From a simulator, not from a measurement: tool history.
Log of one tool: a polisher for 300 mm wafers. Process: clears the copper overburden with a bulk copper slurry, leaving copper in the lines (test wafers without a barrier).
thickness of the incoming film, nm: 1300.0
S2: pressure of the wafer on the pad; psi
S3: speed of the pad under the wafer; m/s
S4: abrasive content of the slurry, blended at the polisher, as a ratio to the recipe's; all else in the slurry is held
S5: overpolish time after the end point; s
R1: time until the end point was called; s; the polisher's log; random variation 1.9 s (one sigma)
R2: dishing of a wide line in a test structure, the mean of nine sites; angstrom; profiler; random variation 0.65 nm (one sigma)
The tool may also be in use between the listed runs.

run 1 hour=0.0 | flow_of_slurry_(ml/min)=245 S2=3.0 S3=1.00 S4=1.00 S5=25 | R1=163.87 R2=541.89
run 2 hour=6.1 | flow_of_slurry_(ml/min)=245 S2=3.0 S3=0.80 S4=1.00 S5=25 | R1=182.68 R2=505.99
run 3 hour=14.5 | flow_of_slurry_(ml/min)=245 S2=3.5 S3=0.80 S4=1.00 S5=25 | R1=164.55 R2=518.96
run 4 hour=19.6 | flow_of_slurry_(ml/min)=290 S2=3.9 S3=0.78 S4=1.15 S5=19 | R1=142.12 R2=499.80
run 5 hour=25.9 | flow_of_slurry_(ml/min)=320 S2=4.1 S3=0.78 S4=1.25 S5=15 | R1=131.03 R2=496.07
run 6 hour=31.4 | flow_of_slurry_(ml/min)=340 S2=4.3 S3=0.78 S4=1.35 S5=13 | R1=125.40 R2=487.66

Run 7 comes next. What will it give?
run 7 hour=39.5 | flow_of_slurry_(ml/min)=355 S2=4.3 S3=0.86 S4=1.40 S5=11 | R1=? R2=?

Run 7 gave R1 113.05 s, R2 460.53 angstrom.
